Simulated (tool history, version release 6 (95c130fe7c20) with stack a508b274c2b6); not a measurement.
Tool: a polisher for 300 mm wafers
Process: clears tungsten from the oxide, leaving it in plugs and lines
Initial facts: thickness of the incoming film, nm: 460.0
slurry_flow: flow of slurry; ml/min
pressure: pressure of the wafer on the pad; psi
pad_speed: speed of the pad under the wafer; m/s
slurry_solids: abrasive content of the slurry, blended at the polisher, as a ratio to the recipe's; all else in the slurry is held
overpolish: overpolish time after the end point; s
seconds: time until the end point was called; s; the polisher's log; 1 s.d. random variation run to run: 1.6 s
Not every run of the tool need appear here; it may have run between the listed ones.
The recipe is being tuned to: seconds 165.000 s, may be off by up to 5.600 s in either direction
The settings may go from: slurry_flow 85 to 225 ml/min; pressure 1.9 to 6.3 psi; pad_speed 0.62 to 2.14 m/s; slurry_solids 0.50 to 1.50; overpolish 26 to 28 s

| run | day | slurry_flow | pressure | pad_speed | slurry_solids | overpolish | seconds |
|---|---|---|---|---|---|---|---|
| 1 | 0.000 | 145 | 4.1 | 1.38 | 1.00 | 26 | 70.377 |
| 2 | 0.079 | 145 | 4.1 | 1.52 | 1.00 | 26 | 65.210 |
| 3 | 0.417 | 145 | 4.6 | 1.52 | 1.00 | 26 | 58.834 |
| 4 | 0.767 | 140 | 3.8 | 1.32 | 1.00 | 26 | 77.773 |
| 5 | 1.133 | 135 | 3.2 | 1.14 | 1.00 | 26 | 98.506 |
| 6 | 1.404 | 135 | 2.8 | 1.02 | 1.00 | 26 | 117.020 |
| 7 | 1.729 | 135 | 2.5 | 0.96 | 1.00 | 26 | 132.220 |
| 8 | 1.858 | 135 | 2.3 | 0.92 | 1.00 | 26 | 145.940 |
| 9 | 2.154 | 135 | 2.2 | 0.92 | 1.00 | 26 | 148.310 |
| 10 | 2.358 | 135 | 2.1 | 0.90 | 1.00 | 26 | 154.520 |

5 candidate next runs follow, results not yet known. Just one meets every target within its allowed miss. Identify it.
| A | 2.562 | 155 | 2.4 | 0.90 | 1.00 | 26 | ? |
| B | 2.562 | 155 | 1.9 | 0.92 | 0.95 | 28 | ? |
| C | 2.562 | 170 | 3.0 | 0.64 | 1.00 | 26 | ? |
| D | 2.562 | 140 | 2.4 | 0.84 | 1.05 | 26 | ? |
| E | 2.562 | 90 | 2.8 | 0.86 | 0.85 | 26 | ? |

| move | seconds |
|---|---|
| A | 140.700 |
| B | 164.590 |
| C | 144.940 |
| D | 147.250 |
| E | 144.080 |
A: further off than the last run
B: every result within its allowed miss
C: further off than the last run
D: further off than the last run
E: further off than the last run
So the answer is move B, the one that meets all the targets.
